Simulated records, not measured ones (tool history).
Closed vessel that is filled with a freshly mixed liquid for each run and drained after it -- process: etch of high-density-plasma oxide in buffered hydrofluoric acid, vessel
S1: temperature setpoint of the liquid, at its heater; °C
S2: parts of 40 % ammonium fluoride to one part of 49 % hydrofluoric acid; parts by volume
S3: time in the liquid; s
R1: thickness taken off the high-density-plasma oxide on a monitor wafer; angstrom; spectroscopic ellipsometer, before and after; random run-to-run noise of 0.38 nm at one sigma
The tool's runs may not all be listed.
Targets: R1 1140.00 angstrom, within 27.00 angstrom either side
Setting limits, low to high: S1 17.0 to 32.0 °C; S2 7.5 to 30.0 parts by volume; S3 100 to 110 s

run,hour,S1,S2,S3,R1
1,0.0,25.0,22.0,100,593.16
2,5.3,26.5,22.0,100,642.81
3,14.2,28.0,20.0,100,746.50
4,22.4,28.0,23.5,100,668.94
5,25.0,29.0,21.0,100,758.37
6,30.1,30.0,19.0,100,874.55
7,35.9,30.5,18.0,100,940.39
8,44.0,31.0,17.5,100,1001.40
9,46.6,31.5,17.0,100,1049.80
10,48.4,31.5,16.5,100,1084.80

Next run, 4 choices. One meets every target within its allowed miss, the rest don't. Which?
A,50.2,31.5,16.5,105,?
B,50.2,31.0,17.0,100,?
C,50.2,30.5,17.0,105,?
D,50.2,31.5,18.5,100,?

move,R1
A,1147.00
B,1033.50
C,1057.10
D,976.39
A: every result within its allowed miss
B: its largest miss is bigger than the last run's
C: its largest miss is bigger than the last run's
D: its largest miss is bigger than the last run's
A meets every target.
